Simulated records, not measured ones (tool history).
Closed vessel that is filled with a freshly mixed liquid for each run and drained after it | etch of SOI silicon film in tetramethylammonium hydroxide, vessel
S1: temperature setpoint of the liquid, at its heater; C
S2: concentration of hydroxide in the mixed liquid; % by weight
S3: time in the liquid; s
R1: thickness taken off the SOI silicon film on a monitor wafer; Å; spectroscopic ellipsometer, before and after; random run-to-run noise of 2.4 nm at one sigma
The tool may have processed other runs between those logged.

run 1 day=0.000 | S1=74 S2=15.0 S3=100 | R1=7299.8
run 2 day=0.108 | S1=74 S2=13.0 S3=100 | R1=7858.8
run 3 day=0.492 | S1=74 S2=13.0 S3=100 | R1=7770.3
run 4 day=0.850 | S1=74 S2=13.0 S3=105 | R1=8199.5
run 5 day=1.058 | S1=74 S2=14.5 S3=105 | R1=7736.3
run 6 day=1.125 | S1=74 S2=14.5 S3=100 | R1=7433.7

What will run 7 give?
run 7 day=1.292 | S1=71 S2=14.5 S3=100 | R1=?

Run 7 measured R1 6158.6 Å.
